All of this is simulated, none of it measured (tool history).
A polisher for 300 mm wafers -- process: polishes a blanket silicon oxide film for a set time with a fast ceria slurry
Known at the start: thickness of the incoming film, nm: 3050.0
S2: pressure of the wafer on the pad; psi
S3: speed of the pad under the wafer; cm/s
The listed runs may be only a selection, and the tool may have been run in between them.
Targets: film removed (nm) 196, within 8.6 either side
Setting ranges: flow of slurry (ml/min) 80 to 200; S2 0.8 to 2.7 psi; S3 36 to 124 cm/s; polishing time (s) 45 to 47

run 1 hour=0 | flow_of_slurry_(ml/min)=130 S2=1.7 S3=80 polishing_time_(s)=45 | film_removed_(nm)=381.13
run 2 hour=1.2 | flow_of_slurry_(ml/min)=125 S2=1.5 S3=78 polishing_time_(s)=45 | film_removed_(nm)=320.45
run 3 hour=9.2 | flow_of_slurry_(ml/min)=120 S2=1.3 S3=78 polishing_time_(s)=45 | film_removed_(nm)=279.68
run 4 hour=13.3 | flow_of_slurry_(ml/min)=120 S2=1.3 S3=92 polishing_time_(s)=45 | film_removed_(nm)=329.25
run 5 hour=22.3 | flow_of_slurry_(ml/min)=120 S2=1.3 S3=112 polishing_time_(s)=45 | film_removed_(nm)=390.47
run 6 hour=27.5 | flow_of_slurry_(ml/min)=115 S2=1.2 S3=102 polishing_time_(s)=45 | film_removed_(nm)=328.76
run 7 hour=36.1 | flow_of_slurry_(ml/min)=110 S2=1.1 S3=96 polishing_time_(s)=45 | film_removed_(nm)=282.64
run 8 hour=45.1 | flow_of_slurry_(ml/min)=110 S2=1.1 S3=96 polishing_time_(s)=45 | film_removed_(nm)=283.06
run 9 hour=47.8 | flow_of_slurry_(ml/min)=105 S2=1 S3=94 polishing_time_(s)=45 | film_removed_(nm)=249.29
run 10 hour=52.6 | flow_of_slurry_(ml/min)=100 S2=0.9 S3=94 polishing_time_(s)=45 | film_removed_(nm)=224.19
run 11 hour=55.2 | flow_of_slurry_(ml/min)=95 S2=0.9 S3=94 polishing_time_(s)=45 | film_removed_(nm)=220.06

Below are 4 possible settings for the next run. Only one of them brings all results inside the allowed miss of their targets. Which is it?
run A hour=57.8 | flow_of_slurry_(ml/min)=110 S2=0.8 S3=90 polishing_time_(s)=45 | film_removed_(nm)=?
run B hour=57.8 | flow_of_slurry_(ml/min)=110 S2=1.1 S3=86 polishing_time_(s)=45 | film_removed_(nm)=?
run C hour=57.8 | flow_of_slurry_(ml/min)=90 S2=1 S3=84 polishing_time_(s)=47 | film_removed_(nm)=?
run D hour=57.8 | flow_of_slurry_(ml/min)=105 S2=1 S3=62 polishing_time_(s)=47 | film_removed_(nm)=?

move=A film_removed_(nm)=198.84
move=B film_removed_(nm)=257.17
move=C film_removed_(nm)=228.41
move=D film_removed_(nm)=176.88
A: hits every target within its allowed miss
B: misses by more than the last run did
C: misses by more than the last run did
D: the result that was furthest off in the last run now lies on the other side of its target
A meets every target.
